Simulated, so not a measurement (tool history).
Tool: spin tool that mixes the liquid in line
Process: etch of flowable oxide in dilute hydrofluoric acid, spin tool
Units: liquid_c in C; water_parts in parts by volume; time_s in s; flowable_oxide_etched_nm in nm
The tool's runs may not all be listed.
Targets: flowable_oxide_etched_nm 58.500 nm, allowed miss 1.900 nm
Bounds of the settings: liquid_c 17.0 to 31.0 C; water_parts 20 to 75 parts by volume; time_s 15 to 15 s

run    day  liquid_c  water_parts  time_s  flowable_oxide_etched_nm
  1  0.000      23.0           45      15                    19.478
  2  0.212      23.0           45      15                    19.577
  3  0.375      24.5           40      15                    23.309
  4  0.612      24.5           30      15                    31.729
  5  0.871      25.5           30      15                    32.919
  6  0.908      25.5           25      15                    40.259
  7  1.017      26.5           25      15                    41.996
  8  1.379      27.5           25      15                    43.789
  9  1.688      28.0           25      15                    44.956
 10  1.842      28.5           25      15                    45.230
 11  1.871      31.0           20      15                    62.652
 12  1.983      30.5           20      15                    61.672
 13  2.275      30.0           20      15                    61.457

4 next moves are on the table. One of them brings every result within its allowed miss. Which?
  A  2.567      26.5           20      15                         ?
  B  2.567      31.0           20      15                         ?
  C  2.567      27.5           20      15                         ?
  D  2.567      29.0           20      15                         ?

move  flowable_oxide_etched_nm
   A                    53.566
   B                    64.371
   C                    55.827
   D                    59.366
A: takes the result that was furthest off past its target
B: further off than the last run
C: takes the result that was furthest off past its target
D: meets every target
The right move is D.
